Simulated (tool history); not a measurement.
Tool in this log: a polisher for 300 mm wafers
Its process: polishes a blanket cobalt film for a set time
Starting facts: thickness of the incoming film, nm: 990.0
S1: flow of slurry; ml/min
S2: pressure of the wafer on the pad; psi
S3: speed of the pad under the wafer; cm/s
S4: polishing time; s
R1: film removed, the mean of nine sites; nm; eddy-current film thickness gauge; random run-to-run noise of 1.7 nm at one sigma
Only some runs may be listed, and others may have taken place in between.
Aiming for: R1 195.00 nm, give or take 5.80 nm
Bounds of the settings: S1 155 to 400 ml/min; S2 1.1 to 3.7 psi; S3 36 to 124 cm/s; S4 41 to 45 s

Run 1, hour 0.0: S1 255 ml/min, S2 2.4 psi, S3 80 cm/s, S4 45 s. Result: R1 261.99 nm.
Run 2, hour 7.3: S1 255 ml/min, S2 2.3 psi, S3 80 cm/s, S4 45 s. Result: R1 249.21 nm.
Run 3, hour 8.7: S1 255 ml/min, S2 2.9 psi, S3 80 cm/s, S4 45 s. Result: R1 308.49 nm.
Run 4, hour 12.7: S1 255 ml/min, S2 2.7 psi, S3 80 cm/s, S4 45 s. Result: R1 291.02 nm.
Run 5, hour 16.1: S1 255 ml/min, S2 2.7 psi, S3 92 cm/s, S4 45 s. Result: R1 328.49 nm.
Run 6, hour 19.6: S1 255 ml/min, S2 2.4 psi, S3 92 cm/s, S4 45 s. Result: R1 299.03 nm.
Run 7, hour 24.9: S1 255 ml/min, S2 2.2 psi, S3 92 cm/s, S4 45 s. Result: R1 271.29 nm.
Run 8, hour 29.7: S1 255 ml/min, S2 2.0 psi, S3 92 cm/s, S4 45 s. Result: R1 241.68 nm.
Run 9, hour 31.0: S1 255 ml/min, S2 1.9 psi, S3 92 cm/s, S4 45 s. Result: R1 234.95 nm.
Run 10, hour 32.8: S1 255 ml/min, S2 1.8 psi, S3 92 cm/s, S4 45 s. Result: R1 223.99 nm.
Run 11, hour 40.7: S1 255 ml/min, S2 1.7 psi, S3 92 cm/s, S4 45 s. Result: R1 209.97 nm.

Below are 5 possible settings for the next run. Only one of them brings all results inside the allowed miss of their targets. Which is it?
Run A, hour 48.6: S1 220 ml/min, S2 2.1 psi, S3 88 cm/s, S4 41 s. Result: R1 ?.
Run B, hour 48.6: S1 310 ml/min, S2 1.7 psi, S3 104 cm/s, S4 44 s. Result: R1 ?.
Run C, hour 48.6: S1 240 ml/min, S2 1.6 psi, S3 102 cm/s, S4 41 s. Result: R1 ?.
Run D, hour 48.6: S1 215 ml/min, S2 1.9 psi, S3 96 cm/s, S4 43 s. Result: R1 ?.
Run E, hour 48.6: S1 285 ml/min, S2 1.7 psi, S3 106 cm/s, S4 43 s. Result: R1 ?.

move      R1
   A  217.74
   B  228.39
   C  192.31
   D  222.64
   E  225.13
A: its largest miss is bigger than the last run's
B: its largest miss is bigger than the last run's
C: all results in spec
D: its largest miss is bigger than the last run's
E: its largest miss is bigger than the last run's
Move C is the one to make.
